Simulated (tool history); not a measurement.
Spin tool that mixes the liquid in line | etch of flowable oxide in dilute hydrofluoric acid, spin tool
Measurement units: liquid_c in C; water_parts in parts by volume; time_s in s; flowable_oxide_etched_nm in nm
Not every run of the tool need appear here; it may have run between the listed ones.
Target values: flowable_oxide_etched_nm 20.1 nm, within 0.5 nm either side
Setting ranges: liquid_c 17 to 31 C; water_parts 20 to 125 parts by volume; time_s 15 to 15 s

Run 1, hour 0: liquid_c 23 C, water_parts 70 parts by volume, time_s 15 s. Result: flowable_oxide_etched_nm 6.8278 nm.
Run 2, hour 8.5: liquid_c 25.5 C, water_parts 55 parts by volume, time_s 15 s. Result: flowable_oxide_etched_nm 9.7628 nm.
Run 3, hour 15.7: liquid_c 25.5 C, water_parts 70 parts by volume, time_s 15 s. Result: flowable_oxide_etched_nm 7.4924 nm.
Run 4, hour 22.5: liquid_c 25.5 C, water_parts 85 parts by volume, time_s 15 s. Result: flowable_oxide_etched_nm 6.048 nm.
Run 5, hour 26.3: liquid_c 25.5 C, water_parts 85 parts by volume, time_s 15 s. Result: flowable_oxide_etched_nm 6.0795 nm.
Run 6, hour 30.2: liquid_c 25.5 C, water_parts 85 parts by volume, time_s 15 s. Result: flowable_oxide_etched_nm 6.0424 nm.
Run 7, hour 36.7: liquid_c 27.5 C, water_parts 65 parts by volume, time_s 15 s. Result: flowable_oxide_etched_nm 8.8672 nm.
Run 8, hour 37.9: liquid_c 28.5 C, water_parts 50 parts by volume, time_s 15 s. Result: flowable_oxide_etched_nm 12.2 nm.

Which single option among these 4 for the next run brings every result within its allowed miss of target? Just one does.
Run A, hour 39.1: liquid_c 30 C, water_parts 35 parts by volume, time_s 15 s. Result: flowable_oxide_etched_nm ?.
Run B, hour 39.1: liquid_c 27.5 C, water_parts 30 parts by volume, time_s 15 s. Result: flowable_oxide_etched_nm ?.
Run C, hour 39.1: liquid_c 26 C, water_parts 30 parts by volume, time_s 15 s. Result: flowable_oxide_etched_nm ?.
Run D, hour 39.1: liquid_c 29.5 C, water_parts 35 parts by volume, time_s 15 s. Result: flowable_oxide_etched_nm ?.

move  flowable_oxide_etched_nm
   A                    18.865
   B                    20.052
   C                    18.856
   D                    18.492
A: nearer the targets than the last run, but a result is still out of spec
B: hits every target within its allowed miss
C: nearer the targets than the last run, but a result is still out of spec
D: nearer the targets than the last run, but a result is still out of spec
So the answer is move B, the one that meets all the targets.
